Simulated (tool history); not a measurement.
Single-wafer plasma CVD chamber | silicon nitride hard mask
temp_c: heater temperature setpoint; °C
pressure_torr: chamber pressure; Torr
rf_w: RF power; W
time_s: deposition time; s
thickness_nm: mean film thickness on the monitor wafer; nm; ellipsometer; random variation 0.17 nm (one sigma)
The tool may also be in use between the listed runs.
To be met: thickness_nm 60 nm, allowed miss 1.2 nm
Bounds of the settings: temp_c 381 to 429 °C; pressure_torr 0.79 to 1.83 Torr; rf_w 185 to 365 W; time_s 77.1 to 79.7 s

Run 1, day 0: temp_c 405 °C, pressure_torr 1.31 Torr, rf_w 275 W, time_s 77.1 s. Result: thickness_nm 73.697 nm.
Run 2, day 0.146: temp_c 405 °C, pressure_torr 1.31 Torr, rf_w 250 W, time_s 77.1 s. Result: thickness_nm 66.9 nm.
Run 3, day 0.417: temp_c 405 °C, pressure_torr 1.27 Torr, rf_w 250 W, time_s 77.1 s. Result: thickness_nm 66.99 nm.
Run 4, day 0.762: temp_c 405 °C, pressure_torr 1.23 Torr, rf_w 250 W, time_s 77.1 s. Result: thickness_nm 66.369 nm.
Run 5, day 0.954: temp_c 405 °C, pressure_torr 1.19 Torr, rf_w 250 W, time_s 77.1 s. Result: thickness_nm 65.503 nm.
Run 6, day 1.175: temp_c 405 °C, pressure_torr 1.19 Torr, rf_w 250 W, time_s 79.7 s. Result: thickness_nm 67.791 nm.
Run 7, day 1.458: temp_c 405 °C, pressure_torr 1.15 Torr, rf_w 250 W, time_s 79.7 s. Result: thickness_nm 67.012 nm.
At day 1.625: capacitance manometer re-zeroed and calibrated.
Run 8, day 1.625: temp_c 405 °C, pressure_torr 1.11 Torr, rf_w 250 W, time_s 79.7 s. Result: thickness_nm 65.79 nm.
Run 9, day 1.825: temp_c 405 °C, pressure_torr 1.08 Torr, rf_w 250 W, time_s 79.7 s. Result: thickness_nm 65.558 nm.
Run 10, day 1.917: temp_c 405 °C, pressure_torr 1.05 Torr, rf_w 250 W, time_s 79.7 s. Result: thickness_nm 64.665 nm.
Run 11, day 1.958: temp_c 405 °C, pressure_torr 1.03 Torr, rf_w 250 W, time_s 79.7 s. Result: thickness_nm 64.661 nm.
Run 12, day 2.062: temp_c 405 °C, pressure_torr 1 Torr, rf_w 250 W, time_s 79.7 s. Result: thickness_nm 63.735 nm.
Run 13, day 2.371: temp_c 405 °C, pressure_torr 0.98 Torr, rf_w 250 W, time_s 79.7 s. Result: thickness_nm 63.464 nm.
Run 14, day 2.633: temp_c 405 °C, pressure_torr 0.96 Torr, rf_w 250 W, time_s 79.7 s. Result: thickness_nm 63.272 nm.
Run 15, day 2.979: temp_c 405 °C, pressure_torr 0.94 Torr, rf_w 250 W, time_s 79.7 s. Result: thickness_nm 62.959 nm.

Which of these 4 next moves meets every target?
Run A, day 3.325: temp_c 407 °C, pressure_torr 1.08 Torr, rf_w 250 W, time_s 79.7 s. Result: thickness_nm ?.
Run B, day 3.325: temp_c 409 °C, pressure_torr 0.97 Torr, rf_w 255 W, time_s 79.7 s. Result: thickness_nm ?.
Run C, day 3.325: temp_c 402 °C, pressure_torr 1.18 Torr, rf_w 245 W, time_s 79.7 s. Result: thickness_nm ?.
Run D, day 3.325: temp_c 411 °C, pressure_torr 0.96 Torr, rf_w 240 W, time_s 79.7 s. Result: thickness_nm ?.

move  thickness_nm
   A        64.903
   B        64.145
   C        65.308
   D        59.939
A: further off than the last run
B: further off than the last run
C: further off than the last run
D: meets every target
Answer: D
